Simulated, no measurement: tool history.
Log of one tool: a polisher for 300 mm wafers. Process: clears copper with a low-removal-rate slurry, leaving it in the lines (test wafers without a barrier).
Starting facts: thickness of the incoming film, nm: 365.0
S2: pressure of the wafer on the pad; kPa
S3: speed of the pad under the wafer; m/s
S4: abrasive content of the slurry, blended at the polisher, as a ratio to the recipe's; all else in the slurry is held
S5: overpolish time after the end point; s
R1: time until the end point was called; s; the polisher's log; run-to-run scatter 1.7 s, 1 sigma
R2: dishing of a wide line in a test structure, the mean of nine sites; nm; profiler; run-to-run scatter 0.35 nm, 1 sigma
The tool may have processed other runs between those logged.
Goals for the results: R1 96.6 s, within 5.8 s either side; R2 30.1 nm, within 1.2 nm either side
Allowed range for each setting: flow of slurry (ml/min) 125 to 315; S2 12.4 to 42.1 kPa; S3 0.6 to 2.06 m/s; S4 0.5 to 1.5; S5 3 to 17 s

Run 1, hour 0: flow of slurry (ml/min) 205, S2 26.9 kPa, S3 1.32 m/s, S4 1, S5 9 s. Result: R1 59.272 s, R2 30.757 nm.
Run 2, hour 2: flow of slurry (ml/min) 205, S2 25.5 kPa, S3 1.32 m/s, S4 1, S5 9 s. Result: R1 63.014 s, R2 30.295 nm.
Run 3, hour 7.6: flow of slurry (ml/min) 230, S2 25.5 kPa, S3 1.32 m/s, S4 1, S5 9 s. Result: R1 61.527 s, R2 30.416 nm.
Run 4, hour 14.5: flow of slurry (ml/min) 230, S2 24.1 kPa, S3 1.32 m/s, S4 1, S5 9 s. Result: R1 65.916 s, R2 29.83 nm.
Run 5, hour 22.6: flow of slurry (ml/min) 270, S2 24.1 kPa, S3 1.32 m/s, S4 1, S5 9 s. Result: R1 62.971 s, R2 29.802 nm.
Run 6, hour 30.3: flow of slurry (ml/min) 290, S2 24.1 kPa, S3 1.32 m/s, S4 1, S5 9 s. Result: R1 62.851 s, R2 30.216 nm.
Run 7, hour 36.7: flow of slurry (ml/min) 290, S2 22.8 kPa, S3 1.32 m/s, S4 1, S5 9 s. Result: R1 65.219 s, R2 28.682 nm.
Run 8, hour 45.1: flow of slurry (ml/min) 290, S2 22.1 kPa, S3 1.32 m/s, S4 1, S5 9 s. Result: R1 70.35 s, R2 28.792 nm.
Run 9, hour 49.7: flow of slurry (ml/min) 290, S2 21.4 kPa, S3 1.32 m/s, S4 1, S5 9 s. Result: R1 72.033 s, R2 28.284 nm.
Run 10, hour 51.5: flow of slurry (ml/min) 290, S2 20.7 kPa, S3 1.32 m/s, S4 1, S5 9 s. Result: R1 71.335 s, R2 27.672 nm.
Run 11, hour 56.5: flow of slurry (ml/min) 290, S2 20.7 kPa, S3 1.32 m/s, S4 1, S5 9 s. Result: R1 73.948 s, R2 27.925 nm.
Run 12, hour 57.8: flow of slurry (ml/min) 290, S2 20 kPa, S3 1.32 m/s, S4 1, S5 9 s. Result: R1 76.417 s, R2 26.829 nm.
Run 13, hour 61.6: flow of slurry (ml/min) 290, S2 19.3 kPa, S3 1.32 m/s, S4 1, S5 9 s. Result: R1 75.218 s, R2 26.883 nm.
Run 14, hour 69.5: flow of slurry (ml/min) 290, S2 18.6 kPa, S3 1.32 m/s, S4 1, S5 9 s. Result: R1 79.987 s, R2 26.545 nm.
Run 15, hour 73.3: flow of slurry (ml/min) 290, S2 17.9 kPa, S3 1.32 m/s, S4 1, S5 9 s. Result: R1 83.385 s, R2 25.587 nm.
Run 16, hour 81.5: flow of slurry (ml/min) 280, S2 16.5 kPa, S3 1.32 m/s, S4 1, S5 11 s. Result: R1 90.317 s, R2 27.424 nm.
Run 17, hour 84.9: flow of slurry (ml/min) 280, S2 15.9 kPa, S3 1.32 m/s, S4 1, S5 12 s. Result: R1 92.538 s, R2 28.208 nm.

Pick the move, out of 4, that brings all results within their allowed miss; only one does.
Run A, hour 88.3: flow of slurry (ml/min) 245, S2 17.2 kPa, S3 1.28 m/s, S4 0.95, S5 11 s. Result: R1 ?, R2 ?.
Run B, hour 88.3: flow of slurry (ml/min) 310, S2 12.4 kPa, S3 1.46 m/s, S4 1.25, S5 14 s. Result: R1 ?, R2 ?.
Run C, hour 88.3: flow of slurry (ml/min) 260, S2 17.9 kPa, S3 1.34 m/s, S4 0.75, S5 10 s. Result: R1 ?, R2 ?.
Run D, hour 88.3: flow of slurry (ml/min) 310, S2 13.8 kPa, S3 1.56 m/s, S4 0.9, S5 13 s. Result: R1 ?, R2 ?.

move      R1      R2
   A  89.357  27.851
   B  93.811  30.779
   C  87.196  26.662
   D  87.742  30.799
A: its largest miss is bigger than the last run's
B: each result inside its tolerance
C: its largest miss is bigger than the last run's
D: gets the furthest-off result to its target, but another result is out of tolerance
Move B is the one to make.
